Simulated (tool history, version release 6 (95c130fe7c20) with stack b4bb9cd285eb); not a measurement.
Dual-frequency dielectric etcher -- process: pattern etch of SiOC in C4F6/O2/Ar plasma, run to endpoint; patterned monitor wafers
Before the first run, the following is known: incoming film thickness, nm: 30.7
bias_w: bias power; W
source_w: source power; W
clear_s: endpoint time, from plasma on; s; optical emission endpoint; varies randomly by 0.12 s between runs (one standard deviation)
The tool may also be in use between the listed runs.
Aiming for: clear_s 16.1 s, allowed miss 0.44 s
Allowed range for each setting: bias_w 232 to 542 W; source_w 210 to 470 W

run    day  bias_w  source_w  clear_s
  1      0     387       340   13.397
  2   0.25     454       340   12.686
  3  0.554     454       300    13.35
  4  0.929     454       240    14.58
  5  1.092     454       210   15.328
  6  1.188     454       240   14.498
  7  1.554     442       240   14.538
  8  1.775     426       240   14.769
  9  1.979     415       240   14.988

Pick the move, out of 5, that brings all results within their allowed miss; only one does.
  A  2.183     370       220        ?
  B  2.183     321       210        ?
  C  2.183     409       230        ?
  D  2.183     317       210        ?
  E  2.183     320       210        ?

move  clear_s
   A   16.066
   B    17.21
   C   15.226
   D   17.285
   E   17.228
A: each result inside its tolerance
B: takes the biggest miss from the last run beyond its target
C: moves toward the targets from the last run without getting all of them in spec
D: takes the biggest miss from the last run beyond its target
E: takes the biggest miss from the last run beyond its target
Go with A: it meets all targets.
